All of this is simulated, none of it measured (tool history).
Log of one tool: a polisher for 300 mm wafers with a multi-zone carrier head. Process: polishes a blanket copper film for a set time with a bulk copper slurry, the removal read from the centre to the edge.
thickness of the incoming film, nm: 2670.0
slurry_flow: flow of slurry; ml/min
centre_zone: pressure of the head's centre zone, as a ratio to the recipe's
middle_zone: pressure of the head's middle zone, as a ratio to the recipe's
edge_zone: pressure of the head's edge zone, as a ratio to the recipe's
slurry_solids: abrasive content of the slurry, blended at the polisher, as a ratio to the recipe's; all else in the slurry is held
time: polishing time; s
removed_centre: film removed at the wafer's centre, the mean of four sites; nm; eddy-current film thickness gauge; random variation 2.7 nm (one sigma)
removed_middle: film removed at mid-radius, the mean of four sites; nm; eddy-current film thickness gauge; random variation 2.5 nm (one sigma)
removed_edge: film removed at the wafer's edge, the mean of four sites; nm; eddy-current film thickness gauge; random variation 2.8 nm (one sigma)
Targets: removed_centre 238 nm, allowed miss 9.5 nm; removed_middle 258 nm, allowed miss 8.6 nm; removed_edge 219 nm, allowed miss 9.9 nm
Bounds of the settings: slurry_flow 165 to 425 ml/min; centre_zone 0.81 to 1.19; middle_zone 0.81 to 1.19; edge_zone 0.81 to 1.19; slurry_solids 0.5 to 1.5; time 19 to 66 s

{"run": 1, "hour": 0.0, "slurry_flow": 275, "centre_zone": 1, "middle_zone": 1, "edge_zone": 1, "slurry_solids": 1, "time": 42, "removed_centre": 273.97, "removed_middle": 288.26, "removed_edge": 267.82}
{"run": 2, "hour": 6.6, "slurry_flow": 275, "centre_zone": 1.06, "middle_zone": 1, "edge_zone": 1, "slurry_solids": 1, "time": 42, "removed_centre": 289.15, "removed_middle": 290.63, "removed_edge": 267.28}
{"run": 3, "hour": 15.3, "slurry_flow": 275, "centre_zone": 1.06, "middle_zone": 0.92, "edge_zone": 1, "slurry_solids": 1, "time": 42, "removed_centre": 286.33, "removed_middle": 275.09, "removed_edge": 270.21}
{"run": 4, "hour": 23.3, "slurry_flow": 275, "centre_zone": 1.04, "middle_zone": 0.95, "edge_zone": 0.96, "slurry_solids": 0.9, "time": 42, "removed_centre": 277.42, "removed_middle": 273.63, "removed_edge": 261}
{"run": 5, "hour": 28.3, "slurry_flow": 275, "centre_zone": 1.04, "middle_zone": 0.87, "edge_zone": 0.96, "slurry_solids": 0.9, "time": 42, "removed_centre": 275.72, "removed_middle": 246.55, "removed_edge": 258.21}
{"run": 6, "hour": 34.8, "slurry_flow": 275, "centre_zone": 1.04, "middle_zone": 0.9, "edge_zone": 0.96, "slurry_solids": 0.9, "time": 42, "removed_centre": 275.21, "removed_middle": 251.89, "removed_edge": 262.66}
{"run": 7, "hour": 41.9, "slurry_flow": 275, "centre_zone": 1.04, "middle_zone": 0.96, "edge_zone": 0.94, "slurry_solids": 0.85, "time": 41, "removed_centre": 267.03, "removed_middle": 260.25, "removed_edge": 247.34}
{"run": 8, "hour": 50.3, "slurry_flow": 270, "centre_zone": 1.02, "middle_zone": 0.98, "edge_zone": 0.91, "slurry_solids": 0.8, "time": 41, "removed_centre": 253.73, "removed_middle": 262.6, "removed_edge": 235.37}
{"run": 9, "hour": 53.8, "slurry_flow": 260, "centre_zone": 1.01, "middle_zone": 0.98, "edge_zone": 0.89, "slurry_solids": 0.8, "time": 41, "removed_centre": 249.28, "removed_middle": 260.58, "removed_edge": 230.39}
{"run": 10, "hour": 61.2, "slurry_flow": 255, "centre_zone": 1, "middle_zone": 0.98, "edge_zone": 0.88, "slurry_solids": 0.8, "time": 41, "removed_centre": 250.11, "removed_middle": 260.16, "removed_edge": 232.79}
{"run": 11, "hour": 68.4, "slurry_flow": 255, "centre_zone": 0.99, "middle_zone": 0.99, "edge_zone": 0.87, "slurry_solids": 0.8, "time": 41, "removed_centre": 243.55, "removed_middle": 264.07, "removed_edge": 235.7}
{"run": 12, "hour": 71.9, "slurry_flow": 255, "centre_zone": 0.99, "middle_zone": 0.99, "edge_zone": 0.87, "slurry_solids": 0.8, "time": 41, "removed_centre": 243.23, "removed_middle": 257.26, "removed_edge": 229.08}
{"run": 13, "hour": 73.0, "slurry_flow": 255, "centre_zone": 0.99, "middle_zone": 1, "edge_zone": 0.86, "slurry_solids": 0.8, "time": 41, "removed_centre": 241.8, "removed_middle": 262.89, "removed_edge": 231.58}

Which of these 5 next moves meets every target?
{"run": "A", "hour": 74.1, "slurry_flow": 250, "centre_zone": 0.91, "middle_zone": 0.94, "edge_zone": 0.84, "slurry_solids": 1, "time": 42, "removed_centre": "?", "removed_middle": "?", "removed_edge": "?"}
{"run": "B", "hour": 74.1, "slurry_flow": 195, "centre_zone": 0.83, "middle_zone": 1.02, "edge_zone": 0.85, "slurry_solids": 0.85, "time": 44, "removed_centre": "?", "removed_middle": "?", "removed_edge": "?"}
{"run": "C", "hour": 74.1, "slurry_flow": 185, "centre_zone": 1.16, "middle_zone": 1.06, "edge_zone": 0.89, "slurry_solids": 0.6, "time": 43, "removed_centre": "?", "removed_middle": "?", "removed_edge": "?"}
{"run": "D", "hour": 74.1, "slurry_flow": 230, "centre_zone": 0.88, "middle_zone": 0.91, "edge_zone": 0.93, "slurry_solids": 0.85, "time": 45, "removed_centre": "?", "removed_middle": "?", "removed_edge": "?"}
{"run": "E", "hour": 74.1, "slurry_flow": 305, "centre_zone": 1.04, "middle_zone": 1.07, "edge_zone": 0.94, "slurry_solids": 0.75, "time": 38, "removed_centre": "?", "removed_middle": "?", "removed_edge": "?"}

move=A removed_centre=247.18 removed_middle=276.38 removed_edge=241.8
move=B removed_centre=216.67 removed_middle=285.9 removed_edge=236.5
move=C removed_centre=266.35 removed_middle=258.89 removed_edge=211.87
move=D removed_centre=241.94 removed_middle=272.76 removed_edge=256.09
move=E removed_centre=243.07 removed_middle=263.94 removed_edge=215.06
A: further off than the last run
B: further off than the last run
C: brings the result that was furthest off to its target, and leaves another outside
D: further off than the last run
E: meets every target
Move E is the one to make.

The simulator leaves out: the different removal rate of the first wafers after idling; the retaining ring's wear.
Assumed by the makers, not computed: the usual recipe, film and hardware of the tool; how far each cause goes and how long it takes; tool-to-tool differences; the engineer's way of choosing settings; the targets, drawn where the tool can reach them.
